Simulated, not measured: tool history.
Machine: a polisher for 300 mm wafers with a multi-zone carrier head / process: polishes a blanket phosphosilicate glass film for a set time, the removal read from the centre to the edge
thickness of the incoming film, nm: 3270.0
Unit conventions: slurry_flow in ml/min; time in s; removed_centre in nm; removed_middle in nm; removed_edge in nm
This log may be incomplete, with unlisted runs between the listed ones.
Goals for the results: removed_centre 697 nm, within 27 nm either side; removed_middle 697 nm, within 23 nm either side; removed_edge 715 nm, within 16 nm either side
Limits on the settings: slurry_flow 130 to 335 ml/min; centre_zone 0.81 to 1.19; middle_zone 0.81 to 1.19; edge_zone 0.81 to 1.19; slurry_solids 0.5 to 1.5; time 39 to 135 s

| run | day | slurry_flow | centre_zone | middle_zone | edge_zone | slurry_solids | time | removed_centre | removed_middle | removed_edge |
|---|---|---|---|---|---|---|---|---|---|---|
| 1 | 0 | 215 | 1 | 1 | 1 | 1 | 87 | 508.21 | 505.93 | 500.08 |
| 2 | 0.042 | 215 | 1.07 | 1 | 1 | 1 | 87 | 542.4 | 502.02 | 498.67 |
| 3 | 0.396 | 215 | 1.07 | 1 | 1 | 1.2 | 87 | 588.59 | 544.61 | 536.57 |
| 4 | 0.588 | 225 | 1.06 | 1.01 | 1.05 | 1.3 | 88 | 607.28 | 580.79 | 578.3 |
| 5 | 0.746 | 225 | 1.01 | 1.01 | 1.05 | 1.3 | 88 | 584.49 | 581.62 | 577.3 |
| 6 | 0.983 | 260 | 1.01 | 1.01 | 1.05 | 1.3 | 88 | 579.13 | 589.83 | 580.64 |
| 7 | 1.229 | 260 | 1.02 | 1.01 | 1.08 | 1.35 | 90 | 607.59 | 618.43 | 610.81 |
| 8 | 1.412 | 260 | 1.02 | 1 | 1.1 | 1.4 | 92 | 631.95 | 622.86 | 640.09 |
| 9 | 1.675 | 260 | 1.02 | 1.01 | 1.11 | 1.45 | 93 | 649.72 | 641.92 | 649.1 |
| 10 | 1.925 | 265 | 1.02 | 1.01 | 1.12 | 1.45 | 95 | 664.22 | 663.1 | 676.34 |
| 11 | 2.008 | 315 | 1.04 | 1.03 | 1.17 | 1.45 | 95 | 701.09 | 688.48 | 697.86 |

Exactly one of the 4 candidate moves below puts every result within its allowed miss. Which one?
| A | 2.092 | 300 | 0.98 | 0.97 | 1.04 | 1.5 | 101 | ? | ? | ? |
| B | 2.092 | 305 | 1.03 | 0.95 | 1.19 | 1.4 | 99 | ? | ? | ? |
| C | 2.092 | 275 | 1.04 | 1.03 | 1.08 | 1.5 | 97 | ? | ? | ? |
| D | 2.092 | 330 | 1.08 | 1.03 | 1.14 | 1.4 | 95 | ? | ? | ? |

| move | removed_centre | removed_middle | removed_edge |
|---|---|---|---|
| A | 707.73 | 694.39 | 704.56 |
| B | 713.39 | 653.86 | 720.14 |
| C | 714.61 | 694.83 | 683.24 |
| D | 724.4 | 676.6 | 679.89 |
A: each result inside its tolerance
B: gets the furthest-off result to its target, but another result is out of tolerance
C: moves away from the targets compared with the last run
D: moves away from the targets compared with the last run
The right move is A.
